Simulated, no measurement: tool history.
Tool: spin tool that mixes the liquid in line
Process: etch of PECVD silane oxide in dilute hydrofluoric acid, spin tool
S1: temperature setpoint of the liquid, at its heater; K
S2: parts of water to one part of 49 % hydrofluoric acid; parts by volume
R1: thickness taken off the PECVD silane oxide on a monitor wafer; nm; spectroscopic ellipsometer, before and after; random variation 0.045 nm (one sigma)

run 1 day=0.000 | S1=295.15 S2=105 time_under_the_liquid_(s)=45 | R1=18.547
run 2 day=0.329 | S1=295.15 S2=105 time_under_the_liquid_(s)=50 | R1=20.678
run 3 day=0.596 | S1=294.15 S2=115 time_under_the_liquid_(s)=50 | R1=17.843
run 4 day=0.675 | S1=296.15 S2=115 time_under_the_liquid_(s)=50 | R1=19.207
run 5 day=0.838 | S1=296.15 S2=150 time_under_the_liquid_(s)=50 | R1=14.275
run 6 day=1.100 | S1=296.15 S2=180 time_under_the_liquid_(s)=50 | R1=11.551
run 7 day=1.196 | S1=295.65 S2=180 time_under_the_liquid_(s)=50 | R1=11.199
run 8 day=1.571 | S1=295.15 S2=180 time_under_the_liquid_(s)=50 | R1=10.995

The next listed run, before its measurement:
run 9 day=1.738 | S1=294.65 S2=180 time_under_the_liquid_(s)=50 | R1=?

R1: 10.812 nm
